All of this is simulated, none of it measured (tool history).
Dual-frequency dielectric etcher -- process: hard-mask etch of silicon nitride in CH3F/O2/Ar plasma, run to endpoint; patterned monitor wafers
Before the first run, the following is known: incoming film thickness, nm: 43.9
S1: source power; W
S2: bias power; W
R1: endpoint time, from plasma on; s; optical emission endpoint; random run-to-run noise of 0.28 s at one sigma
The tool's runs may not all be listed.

run 1 hour=0.0 | S1=470 S2=79 | R1=60.377
run 2 hour=5.9 | S1=510 S2=80 | R1=57.865
run 3 hour=10.2 | S1=460 S2=80 | R1=60.053
run 4 hour=16.6 | S1=410 S2=80 | R1=61.191
run 5 hour=23.8 | S1=410 S2=88 | R1=60.196
run 6 hour=28.3 | S1=330 S2=88 | R1=63.353
run 7 hour=35.9 | S1=430 S2=99 | R1=57.547

Run 8, settings as shown, results not yet in. Your forecast:
run 8 hour=39.4 | S1=460 S2=101 | R1=?

{"run 8": {"R1": 55.825}}
